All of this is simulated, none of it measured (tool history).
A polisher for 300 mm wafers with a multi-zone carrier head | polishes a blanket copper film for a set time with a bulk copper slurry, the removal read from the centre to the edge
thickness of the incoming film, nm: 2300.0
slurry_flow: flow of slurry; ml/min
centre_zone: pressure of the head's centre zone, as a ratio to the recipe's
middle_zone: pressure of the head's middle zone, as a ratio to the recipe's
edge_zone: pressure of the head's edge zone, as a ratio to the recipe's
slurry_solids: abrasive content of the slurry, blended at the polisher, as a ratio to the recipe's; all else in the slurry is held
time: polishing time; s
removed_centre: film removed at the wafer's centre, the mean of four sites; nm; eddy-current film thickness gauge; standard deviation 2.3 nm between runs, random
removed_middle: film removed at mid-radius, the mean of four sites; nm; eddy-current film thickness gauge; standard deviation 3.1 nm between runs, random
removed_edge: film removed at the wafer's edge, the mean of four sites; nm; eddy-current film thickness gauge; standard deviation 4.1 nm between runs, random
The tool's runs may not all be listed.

run	hour	slurry_flow	centre_zone	middle_zone	edge_zone	slurry_solids	time	removed_centre	removed_middle	removed_edge
1	0	160	1	1	1	1	54	295.43	290.31	303.15
2	4.8	145	0.95	1.02	1.01	1	54	271.34	277.3	291.23
3	13.5	145	0.95	0.94	1.01	1	54	273.65	272.22	299.87
4	16.1	145	0.95	1.02	1.01	1	54	273.47	286.79	290.1
5	17.3	145	0.95	1.02	1.01	0.9	54	270.73	277.22	284.06
6	18.8	175	0.95	1.02	1.01	0.9	54	282.46	288.85	296.68
7	21	165	0.91	1.03	1.03	1	54	269.84	292.64	311
8	26.2	160	0.89	1.05	1.03	1	54	262.13	295.43	305.94

For run 9, what comes out?
9	27	155	0.87	1.06	1.03	1	54	?	?	?

Logged for run 9: removed_centre 252.94 nm, removed_middle 294.42 nm, removed_edge 301.23 nm.
